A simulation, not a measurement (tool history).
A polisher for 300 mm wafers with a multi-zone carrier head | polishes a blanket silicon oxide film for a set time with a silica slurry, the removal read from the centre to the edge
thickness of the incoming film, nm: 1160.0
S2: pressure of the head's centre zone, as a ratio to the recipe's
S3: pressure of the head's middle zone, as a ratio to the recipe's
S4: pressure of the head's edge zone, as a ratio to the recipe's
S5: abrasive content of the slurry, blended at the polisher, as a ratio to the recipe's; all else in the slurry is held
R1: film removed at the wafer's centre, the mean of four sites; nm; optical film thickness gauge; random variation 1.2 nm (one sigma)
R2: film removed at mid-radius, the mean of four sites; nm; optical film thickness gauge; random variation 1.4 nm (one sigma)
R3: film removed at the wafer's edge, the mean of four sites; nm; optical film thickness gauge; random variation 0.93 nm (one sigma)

{"run": 1, "day": 0.0, "flow of slurry (ml/min)": 175, "S2": 1.0, "S3": 1.0, "S4": 1.0, "S5": 1.0, "polishing time (s)": 31, "R1": 110.7, "R2": 107.66, "R3": 109.04}
{"run": 2, "day": 0.258, "flow of slurry (ml/min)": 170, "S2": 0.97, "S3": 1.01, "S4": 1.0, "S5": 1.0, "polishing time (s)": 31, "R1": 105.76, "R2": 111.09, "R3": 111.26}
{"run": 3, "day": 0.375, "flow of slurry (ml/min)": 170, "S2": 0.97, "S3": 1.04, "S4": 1.0, "S5": 1.0, "polishing time (s)": 31, "R1": 110.15, "R2": 110.68, "R3": 111.88}
{"run": 4, "day": 0.638, "flow of slurry (ml/min)": 170, "S2": 0.97, "S3": 1.04, "S4": 1.04, "S5": 1.0, "polishing time (s)": 31, "R1": 109.63, "R2": 114.96, "R3": 112.34}
{"run": 5, "day": 0.954, "flow of slurry (ml/min)": 170, "S2": 0.97, "S3": 1.04, "S4": 1.04, "S5": 1.0, "polishing time (s)": 23, "R1": 81.756, "R2": 81.75, "R3": 83.344}
{"run": 6, "day": 1.2, "flow of slurry (ml/min)": 175, "S2": 0.95, "S3": 1.05, "S4": 1.05, "S5": 1.05, "polishing time (s)": 23, "R1": 80.341, "R2": 87.956, "R3": 85.206}
{"run": 7, "day": 1.454, "flow of slurry (ml/min)": 170, "S2": 0.94, "S3": 1.04, "S4": 1.05, "S5": 1.1, "polishing time (s)": 23, "R1": 78.554, "R2": 86.94, "R3": 86.484}
{"run": 8, "day": 1.558, "flow of slurry (ml/min)": 170, "S2": 0.94, "S3": 1.04, "S4": 1.05, "S5": 1.1, "polishing time (s)": 23, "R1": 79.478, "R2": 85.129, "R3": 87.628}
{"run": 9, "day": 1.612, "flow of slurry (ml/min)": 175, "S2": 0.93, "S3": 1.05, "S4": 1.06, "S5": 1.15, "polishing time (s)": 23, "R1": 80.018, "R2": 88.097, "R3": 89.454}
{"run": 10, "day": 1.879, "flow of slurry (ml/min)": 175, "S2": 0.93, "S3": 1.05, "S4": 1.06, "S5": 1.15, "polishing time (s)": 23, "R1": 81.718, "R2": 89.149, "R3": 88.28}
{"run": 11, "day": 2.121, "flow of slurry (ml/min)": 175, "S2": 0.92, "S3": 1.05, "S4": 1.06, "S5": 1.2, "polishing time (s)": 23, "R1": 81.294, "R2": 92.481, "R3": 91.16}
{"run": 12, "day": 2.25, "flow of slurry (ml/min)": 175, "S2": 0.92, "S3": 1.05, "S4": 1.07, "S5": 1.25, "polishing time (s)": 23, "R1": 81.766, "R2": 91.55, "R3": 91.586}

Run 13 comes next. What will it give?
{"run": 13, "day": 2.367, "flow of slurry (ml/min)": 215, "S2": 0.85, "S3": 1.15, "S4": 1.16, "S5": 1.5, "polishing time (s)": 24, "R1": "?", "R2": "?", "R3": "?"}

{"run 13": {"R1": 86.725, "R2": 114.95, "R3": 109.4}}

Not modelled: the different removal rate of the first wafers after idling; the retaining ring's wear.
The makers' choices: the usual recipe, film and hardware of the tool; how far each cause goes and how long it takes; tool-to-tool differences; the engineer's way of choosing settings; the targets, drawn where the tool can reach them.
